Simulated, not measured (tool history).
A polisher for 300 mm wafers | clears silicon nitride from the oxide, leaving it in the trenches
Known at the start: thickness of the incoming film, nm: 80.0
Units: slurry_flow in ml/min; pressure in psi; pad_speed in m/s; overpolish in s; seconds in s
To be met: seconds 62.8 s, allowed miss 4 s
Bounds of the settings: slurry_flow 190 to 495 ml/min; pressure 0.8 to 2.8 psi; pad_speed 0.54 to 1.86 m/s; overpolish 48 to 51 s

run	day	slurry_flow	pressure	pad_speed	overpolish	seconds
1	0	320	1.8	1.18	48	108.46
2	0.125	320	2.1	1.2	48	97.779
3	0.229	320	2.4	1.2	48	85.476
4	0.588	320	2.5	1.26	48	77.868
5	0.883	320	2.5	1.26	51	81.725
# day 1.025: worn pad replaced by a new one
6	1.025	320	2.5	1	51	87.347
7	1.2	330	2.6	1.16	50	73.292
8	1.267	345	2.6	1.16	50	75.987
9	1.617	355	2.7	1.2	50	71.937

Which of these 5 next moves meets every target?
A	1.967	420	2.8	1.4	50	?
B	1.967	350	2.8	0.92	50	?
C	1.967	485	2	1.24	50	?
D	1.967	280	2.8	1.28	48	?
E	1.967	340	2.2	1.08	49	?

move	seconds
A	57.585
B	86.964
C	81.791
D	64.848
E	89.407
A: takes the result that was furthest off past its target
B: further off than the last run
C: further off than the last run
D: meets every target
E: further off than the last run
Move D is the one to make.
